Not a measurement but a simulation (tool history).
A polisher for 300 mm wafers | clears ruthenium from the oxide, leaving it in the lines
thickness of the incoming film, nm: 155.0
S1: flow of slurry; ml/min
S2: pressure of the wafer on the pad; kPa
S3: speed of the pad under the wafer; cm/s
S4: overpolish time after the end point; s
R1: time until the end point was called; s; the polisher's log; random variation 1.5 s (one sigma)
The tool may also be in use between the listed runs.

Run 1, hour 0.0: S1 275 ml/min, S2 14.5 kPa, S3 126 cm/s, S4 4 s. Result: R1 107.390 s.
Run 2, hour 2.0: S1 275 ml/min, S2 14.5 kPa, S3 114 cm/s, S4 4 s. Result: R1 123.260 s.
Run 3, hour 6.5: S1 330 ml/min, S2 14.5 kPa, S3 114 cm/s, S4 4 s. Result: R1 117.300 s.
Run 4, hour 9.5: S1 330 ml/min, S2 15.2 kPa, S3 114 cm/s, S4 4 s. Result: R1 117.550 s.
Run 5, hour 17.5: S1 330 ml/min, S2 15.9 kPa, S3 116 cm/s, S4 4 s. Result: R1 106.880 s.
Run 6, hour 22.8: S1 330 ml/min, S2 16.5 kPa, S3 116 cm/s, S4 4 s. Result: R1 105.520 s.
Run 7, hour 26.5: S1 330 ml/min, S2 16.5 kPa, S3 116 cm/s, S4 4 s. Result: R1 103.400 s.
Run 8, hour 34.2: S1 330 ml/min, S2 17.2 kPa, S3 116 cm/s, S4 4 s. Result: R1 97.753 s.
Run 9, hour 40.0: S1 330 ml/min, S2 19.3 kPa, S3 118 cm/s, S4 4 s. Result: R1 87.761 s.

Run 10 comes next. What will it give?
Run 10, hour 47.8: S1 330 ml/min, S2 20.7 kPa, S3 120 cm/s, S4 4 s. Result: R1 ?.

R1: 84.265 s
